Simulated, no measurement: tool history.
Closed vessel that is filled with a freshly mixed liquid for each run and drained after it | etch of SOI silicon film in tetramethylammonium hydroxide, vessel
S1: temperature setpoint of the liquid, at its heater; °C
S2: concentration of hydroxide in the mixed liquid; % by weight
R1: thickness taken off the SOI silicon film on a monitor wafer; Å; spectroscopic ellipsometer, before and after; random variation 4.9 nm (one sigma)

{"run": 1, "day": 0.0, "S1": 63, "S2": 16, "time in the liquid (s)": 105, "R1": 3575.4}
{"run": 2, "day": 0.312, "S1": 63.5, "S2": 16, "time in the liquid (s)": 105, "R1": 3714.8}
{"run": 3, "day": 0.633, "S1": 63.5, "S2": 16, "time in the liquid (s)": 110, "R1": 3832.7}
{"run": 4, "day": 0.767, "S1": 64, "S2": 16, "time in the liquid (s)": 110, "R1": 4046.6}
{"run": 5, "day": 0.892, "S1": 64, "S2": 14, "time in the liquid (s)": 110, "R1": 4346.2}
{"day": 1.029, "done": "thermometer replaced"}
{"run": 6, "day": 1.029, "S1": 64, "S2": 14, "time in the liquid (s)": 105, "R1": 4436.6}

Run 7 comes next. What will it give?
{"run": 7, "day": 1.288, "S1": 65, "S2": 14, "time in the liquid (s)": 105, "R1": "?"}

R1: 4691.9 Å
